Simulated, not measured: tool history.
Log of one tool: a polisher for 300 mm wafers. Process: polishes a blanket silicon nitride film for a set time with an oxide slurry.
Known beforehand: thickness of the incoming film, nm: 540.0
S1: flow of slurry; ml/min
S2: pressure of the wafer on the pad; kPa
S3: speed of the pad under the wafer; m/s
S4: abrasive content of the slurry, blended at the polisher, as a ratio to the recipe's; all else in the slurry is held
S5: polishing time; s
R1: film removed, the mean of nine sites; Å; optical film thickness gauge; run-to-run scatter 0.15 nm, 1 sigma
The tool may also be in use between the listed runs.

{"run": 1, "hour": 0.0, "S1": 130, "S2": 29, "S3": 1.1, "S4": 1, "S5": 32, "R1": 276.04}
{"run": 2, "hour": 5.1, "S1": 150, "S2": 29, "S3": 1.1, "S4": 1, "S5": 32, "R1": 282.52}
{"run": 3, "hour": 11.6, "S1": 120, "S2": 29, "S3": 1.1, "S4": 1, "S5": 32, "R1": 264.7}
{"run": 4, "hour": 15.7, "S1": 120, "S2": 29, "S3": 1.1, "S4": 1.1, "S5": 32, "R1": 282.43}
{"run": 5, "hour": 23.4, "S1": 120, "S2": 29, "S3": 1.22, "S4": 1.1, "S5": 32, "R1": 300.48}
{"run": 6, "hour": 30.9, "S1": 120, "S2": 29, "S3": 1.06, "S4": 1.1, "S5": 32, "R1": 280.77}

Run 7, settings as shown, results not yet in. Your forecast:
{"run": 7, "hour": 39.2, "S1": 115, "S2": 20.7, "S3": 0.76, "S4": 0.9, "S5": 30, "R1": "?"}

Run 7 came out at R1 135.24 Å.
